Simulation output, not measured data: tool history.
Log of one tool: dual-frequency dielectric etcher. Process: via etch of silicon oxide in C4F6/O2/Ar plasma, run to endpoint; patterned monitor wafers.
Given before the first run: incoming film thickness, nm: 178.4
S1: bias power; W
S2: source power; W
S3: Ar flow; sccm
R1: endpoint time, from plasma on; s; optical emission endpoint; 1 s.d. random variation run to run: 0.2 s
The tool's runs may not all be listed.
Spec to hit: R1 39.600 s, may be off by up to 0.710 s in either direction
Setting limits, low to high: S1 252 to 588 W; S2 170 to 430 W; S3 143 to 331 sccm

run	hour	S1	S2	S3	R1
1	0.0	420	300	237	43.905
2	2.6	420	250	237	47.651
3	3.2	479	250	237	45.251
4	11.7	530	250	237	43.746
5	15.9	491	250	237	45.085
6	21.1	491	290	237	42.008
7	23.6	505	290	237	41.841
8	27.3	519	290	237	41.195
9	29.2	519	290	237	41.365
10	36.1	530	290	237	41.103
11	41.0	539	290	237	40.547
12	43.2	545	290	237	40.775

Exercise: of the 5 proposed moves below, exactly one satisfies all targets within the stated allowed misses. Which move is it?
A	45.4	512	330	243	?
B	45.4	588	270	246	?
C	45.4	514	300	263	?
D	45.4	530	290	261	?
E	45.4	544	290	253	?

move	R1
A	39.535
B	40.907
C	41.514
D	41.593
E	41.022
A: all results land within tolerance of their targets
B: further off than the last run
C: further off than the last run
D: further off than the last run
E: further off than the last run
A is the move that brings every result within its allowed miss.
